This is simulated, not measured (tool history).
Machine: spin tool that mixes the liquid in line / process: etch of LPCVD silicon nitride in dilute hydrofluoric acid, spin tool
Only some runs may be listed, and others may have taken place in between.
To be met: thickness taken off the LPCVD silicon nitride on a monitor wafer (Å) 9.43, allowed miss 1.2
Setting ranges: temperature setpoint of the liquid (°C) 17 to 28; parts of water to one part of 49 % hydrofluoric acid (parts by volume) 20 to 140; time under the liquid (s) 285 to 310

| run | day | temperature setpoint of the liquid (°C) | parts of water to one part of 49 % hydrofluoric acid (parts by volume) | time under the liquid (s) | thickness taken off the LPCVD silicon nitride on a monitor wafer (Å) |
|---|---|---|---|---|---|
| 1 | 0 | 20 | 75 | 285 | 18.066 |
| 2 | 0.112 | 19 | 85 | 285 | 14.394 |
| 3 | 0.158 | 18.5 | 90 | 285 | 12.872 |
| 4 | 0.192 | 18.5 | 75 | 285 | 14.822 |
| 5 | 0.558 | 18 | 85 | 285 | 12.823 |
| 6 | 0.612 | 18 | 60 | 285 | 19.253 |
| 7 | 0.638 | 18 | 60 | 285 | 17.653 |
| 8 | 0.917 | 17.5 | 75 | 285 | 14.22 |
| 9 | 0.975 | 17.5 | 85 | 285 | 12.023 |
| 10 | 1.317 | 17.5 | 90 | 285 | 11.583 |
| 11 | 1.512 | 17.5 | 95 | 285 | 11.442 |
| 12 | 1.858 | 17.5 | 100 | 285 | 10.934 |

5 candidate next runs follow, results not yet known. Just one meets every target within its allowed miss. Identify it.
| A | 2.204 | 20 | 95 | 285 | ? |
| B | 2.204 | 18.5 | 110 | 310 | ? |
| C | 2.204 | 18.5 | 130 | 295 | ? |
| D | 2.204 | 18.5 | 95 | 285 | ? |
| E | 2.204 | 19.5 | 90 | 295 | ? |

| move | thickness taken off the LPCVD silicon nitride on a monitor wafer (Å) |
|---|---|
| A | 14.185 |
| B | 12.071 |
| C | 9.767 |
| D | 12.797 |
| E | 14.957 |
A: its largest miss is bigger than the last run's
B: its largest miss is bigger than the last run's
C: each result inside its tolerance
D: its largest miss is bigger than the last run's
E: its largest miss is bigger than the last run's
Go with C: it meets all targets.
